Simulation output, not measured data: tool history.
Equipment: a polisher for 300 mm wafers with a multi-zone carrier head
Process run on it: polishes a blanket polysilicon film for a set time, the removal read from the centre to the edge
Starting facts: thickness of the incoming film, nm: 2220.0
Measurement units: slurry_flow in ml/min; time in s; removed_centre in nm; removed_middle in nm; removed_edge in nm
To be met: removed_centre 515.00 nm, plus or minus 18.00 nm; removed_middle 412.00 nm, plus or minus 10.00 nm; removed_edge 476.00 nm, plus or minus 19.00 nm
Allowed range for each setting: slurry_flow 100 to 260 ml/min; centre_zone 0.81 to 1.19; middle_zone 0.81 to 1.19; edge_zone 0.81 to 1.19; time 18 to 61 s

run	hour	slurry_flow	centre_zone	middle_zone	edge_zone	time	removed_centre	removed_middle	removed_edge
1	0.0	165	1.00	1.00	1.00	39	355.87	346.23	351.99
2	5.6	195	1.00	1.00	1.00	39	361.83	346.46	357.55
3	9.0	195	1.00	1.06	1.00	39	358.97	367.31	351.11
4	10.3	225	1.00	1.06	1.00	39	363.33	376.89	346.71
5	12.8	205	1.05	1.03	1.04	42	403.65	393.61	389.68
6	16.7	185	1.05	1.03	1.04	42	400.52	386.72	380.13
7	20.0	185	1.05	1.03	1.04	42	412.17	388.41	377.91
8	22.4	190	1.07	0.99	1.07	44	434.06	392.41	400.98
9	25.5	185	1.07	0.95	1.08	46	445.57	394.83	433.38
10	28.1	190	1.10	0.93	1.10	47	485.96	396.93	444.63
11	28.9	200	1.10	0.93	1.12	47	473.33	400.47	451.89
12	35.2	205	1.12	0.92	1.13	47	477.94	398.26	450.18

Pick the move, out of 4, that brings all results within their allowed miss; only one does.
A	41.5	215	1.05	0.97	1.11	50	?	?	?
B	41.5	165	1.07	0.85	1.02	53	?	?	?
C	41.5	220	0.98	0.83	1.19	53	?	?	?
D	41.5	185	1.13	0.99	1.14	50	?	?	?

move	removed_centre	removed_middle	removed_edge
A	489.60	446.16	476.79
B	510.55	411.30	474.82
C	486.97	416.69	525.83
D	515.45	446.22	477.34
A: moves away from the targets compared with the last run
B: meets every target
C: moves away from the targets compared with the last run
D: gets the furthest-off result to its target, but another result is out of tolerance
Correct choice: B, which meets every target
